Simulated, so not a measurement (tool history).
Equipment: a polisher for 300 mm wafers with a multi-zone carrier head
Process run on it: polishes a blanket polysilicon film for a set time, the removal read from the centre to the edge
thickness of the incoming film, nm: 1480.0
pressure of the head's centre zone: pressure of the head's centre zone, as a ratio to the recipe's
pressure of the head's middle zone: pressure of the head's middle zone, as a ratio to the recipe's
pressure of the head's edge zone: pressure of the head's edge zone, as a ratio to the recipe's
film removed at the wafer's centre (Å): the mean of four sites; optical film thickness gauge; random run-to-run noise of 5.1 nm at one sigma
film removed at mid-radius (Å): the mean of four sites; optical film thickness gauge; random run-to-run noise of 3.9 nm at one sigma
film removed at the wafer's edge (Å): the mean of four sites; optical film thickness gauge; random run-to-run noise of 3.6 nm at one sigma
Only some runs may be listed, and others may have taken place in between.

run	hour	flow of slurry (ml/min)	pressure of the head's centre zone	pressure of the head's middle zone	pressure of the head's edge zone	polishing time (s)	film removed at the wafer's centre (Å)	film removed at mid-radius (Å)	film removed at the wafer's edge (Å)
1	0.0	315	1.00	1.00	1.00	39	3278.2	3373.0	3640.1
2	2.9	385	1.00	1.00	1.00	39	3327.1	3395.0	3653.1
3	11.5	385	1.02	1.00	1.00	40	3545.2	3504.5	3735.6
4	18.2	385	1.04	1.01	1.01	40	3557.0	3553.8	3811.4
5	22.3	385	1.04	0.96	1.01	40	3522.7	3418.5	3752.5
6	29.5	455	1.04	0.96	1.01	40	3558.4	3385.3	3740.0
7	30.3	470	1.14	1.04	1.01	47	4495.4	4333.8	4490.1
8	35.0	470	1.14	1.04	1.01	47	4654.8	4312.9	4464.1
9	39.6	470	1.15	1.04	1.01	47	4633.2	4312.4	4396.5
10	48.5	470	1.17	1.02	1.01	47	4639.3	4213.7	4503.0

What does the tool deliver on the next run?
# hour 54.1: edge zone pressure recalibrated
11	54.1	470	1.17	1.02	1.00	47	?	?	?

film removed at the wafer's centre (Å): 4634.8
film removed at mid-radius (Å): 4247.9
film removed at the wafer's edge (Å): 4192.7
